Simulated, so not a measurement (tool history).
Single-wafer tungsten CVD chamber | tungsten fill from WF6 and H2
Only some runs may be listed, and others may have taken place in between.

run,hour,heater temperature setpoint (K),chamber pressure (Pa),deposition time (s),mean film thickness on the monitor wafer (nm)
1,0,653.15,4733,29.9,62.052
2,8.2,655.15,4746,29.9,64.721
3,12.9,655.15,4746,29.9,64.82
4,17.1,659.15,4746,29.9,71.225
5,23.5,659.15,4746,30.9,73.884
6,27.5,669.15,4746,30.9,91.593

What will run 7 give?
7,36.3,668.15,4746,30.9,?

mean film thickness on the monitor wafer (nm): 89.869

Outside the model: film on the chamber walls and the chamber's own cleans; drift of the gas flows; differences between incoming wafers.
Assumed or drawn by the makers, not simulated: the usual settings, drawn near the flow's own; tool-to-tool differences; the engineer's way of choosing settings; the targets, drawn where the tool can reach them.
